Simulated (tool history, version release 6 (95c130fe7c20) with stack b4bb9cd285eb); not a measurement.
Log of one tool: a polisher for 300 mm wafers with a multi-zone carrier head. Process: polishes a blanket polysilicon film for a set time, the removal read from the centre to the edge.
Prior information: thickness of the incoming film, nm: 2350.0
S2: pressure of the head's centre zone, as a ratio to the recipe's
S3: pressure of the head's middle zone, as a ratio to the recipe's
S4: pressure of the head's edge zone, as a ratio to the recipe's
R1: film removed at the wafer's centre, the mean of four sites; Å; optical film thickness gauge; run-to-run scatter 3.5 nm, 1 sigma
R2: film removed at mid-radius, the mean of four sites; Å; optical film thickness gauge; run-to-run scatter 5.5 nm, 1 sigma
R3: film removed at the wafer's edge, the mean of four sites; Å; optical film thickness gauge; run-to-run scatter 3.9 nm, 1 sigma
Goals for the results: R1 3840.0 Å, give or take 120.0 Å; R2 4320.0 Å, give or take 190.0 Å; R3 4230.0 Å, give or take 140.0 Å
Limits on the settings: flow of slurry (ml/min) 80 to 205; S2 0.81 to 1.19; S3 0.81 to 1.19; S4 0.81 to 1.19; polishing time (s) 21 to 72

run 1 day=0.000 | flow_of_slurry_(ml/min)=135 S2=1.00 S3=1.00 S4=1.00 polishing_time_(s)=46 | R1=3485.8 R2=3450.0 R3=3458.5
run 2 day=0.279 | flow_of_slurry_(ml/min)=140 S2=0.99 S3=1.01 S4=1.02 polishing_time_(s)=47 | R1=3576.4 R2=3584.8 R3=3599.5
run 3 day=0.600 | flow_of_slurry_(ml/min)=120 S2=0.99 S3=1.01 S4=1.02 polishing_time_(s)=47 | R1=3461.0 R2=3573.7 R3=3495.4
run 4 day=0.854 | flow_of_slurry_(ml/min)=120 S2=1.03 S3=1.01 S4=1.02 polishing_time_(s)=47 | R1=3559.3 R2=3481.7 R3=3525.9
run 5 day=0.904 | flow_of_slurry_(ml/min)=125 S2=1.02 S3=1.03 S4=1.05 polishing_time_(s)=47 | R1=3560.3 R2=3571.6 R3=3610.0
run 6 day=0.975 | flow_of_slurry_(ml/min)=125 S2=1.02 S3=1.03 S4=1.05 polishing_time_(s)=54 | R1=4088.6 R2=4168.5 R3=4147.9
run 7 day=1.129 | flow_of_slurry_(ml/min)=125 S2=1.01 S3=1.03 S4=1.06 polishing_time_(s)=54 | R1=4070.1 R2=4178.5 R3=4140.6
run 8 day=1.254 | flow_of_slurry_(ml/min)=125 S2=1.00 S3=1.03 S4=1.07 polishing_time_(s)=54 | R1=3968.3 R2=4102.2 R3=4182.2
run 9 day=1.592 | flow_of_slurry_(ml/min)=125 S2=1.00 S3=1.03 S4=1.07 polishing_time_(s)=54 | R1=4012.2 R2=4144.5 R3=4194.6

Exercise: of the 4 proposed moves below, exactly one satisfies all targets within the stated allowed misses. Which move is it?
run A day=1.929 | flow_of_slurry_(ml/min)=130 S2=0.93 S3=1.04 S4=1.08 polishing_time_(s)=55 | R1=? R2=? R3=?
run B day=1.929 | flow_of_slurry_(ml/min)=125 S2=1.00 S3=1.01 S4=1.09 polishing_time_(s)=53 | R1=? R2=? R3=?
run C day=1.929 | flow_of_slurry_(ml/min)=135 S2=1.09 S3=1.00 S4=1.10 polishing_time_(s)=50 | R1=? R2=? R3=?
run D day=1.929 | flow_of_slurry_(ml/min)=100 S2=0.94 S3=0.93 S4=1.19 polishing_time_(s)=57 | R1=? R2=? R3=?

move=A R1=3826.8 R2=4216.0 R3=4323.0
move=B R1=3939.4 R2=3961.8 R3=4166.9
move=C R1=4108.5 R2=3757.1 R3=3982.2
move=D R1=3816.3 R2=3902.0 R3=4560.5
A: meets every target
B: brings the last run's worst result on target, with another outside its allowed miss
C: further off than the last run
D: brings the last run's worst result on target, with another outside its allowed miss
Correct choice: A, which meets every target
